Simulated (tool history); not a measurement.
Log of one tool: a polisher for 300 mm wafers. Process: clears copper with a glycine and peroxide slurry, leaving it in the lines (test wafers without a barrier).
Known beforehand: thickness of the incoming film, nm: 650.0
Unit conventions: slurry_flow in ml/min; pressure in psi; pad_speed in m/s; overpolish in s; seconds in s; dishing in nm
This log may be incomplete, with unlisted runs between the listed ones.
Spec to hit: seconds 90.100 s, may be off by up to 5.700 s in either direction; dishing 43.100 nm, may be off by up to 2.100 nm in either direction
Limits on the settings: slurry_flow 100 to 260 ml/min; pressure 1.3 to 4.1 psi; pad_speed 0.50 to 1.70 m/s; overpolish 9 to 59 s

run,day,slurry_flow,pressure,pad_speed,overpolish,seconds,dishing
1,0.000,165,2.7,1.10,30,120.280,53.427
2,0.179,165,2.7,1.24,30,104.730,54.977
3,0.508,165,2.7,1.36,30,97.953,53.907
4,0.867,165,2.7,1.08,30,124.340,53.674
5,0.992,140,2.7,1.08,30,124.600,51.499
6,1.150,130,2.8,1.14,25,122.230,50.541
7,1.350,125,2.7,1.28,21,108.420,47.340
8,1.638,125,2.7,1.32,18,105.560,46.412
9,1.729,105,2.6,1.62,9,89.578,35.399
10,1.812,110,2.7,1.58,11,91.218,38.605

Below are 4 possible settings for the next run. Only one of them brings all results inside the allowed miss of their targets. Which is it?
A,1.896,110,3.4,1.70,9,?,?
B,1.896,120,2.9,1.70,12,?,?
C,1.896,120,2.7,1.58,13,?,?
D,1.896,165,3.3,1.62,15,?,?

move,seconds,dishing
A,76.610,39.532
B,82.792,43.694
C,91.790,43.311
D,76.965,49.382
A: its largest miss is bigger than the last run's
B: puts the biggest miss on target and leaves a different result outside tolerance
C: meets every target
D: takes the result that was furthest off past its target
Move C is the one to make.

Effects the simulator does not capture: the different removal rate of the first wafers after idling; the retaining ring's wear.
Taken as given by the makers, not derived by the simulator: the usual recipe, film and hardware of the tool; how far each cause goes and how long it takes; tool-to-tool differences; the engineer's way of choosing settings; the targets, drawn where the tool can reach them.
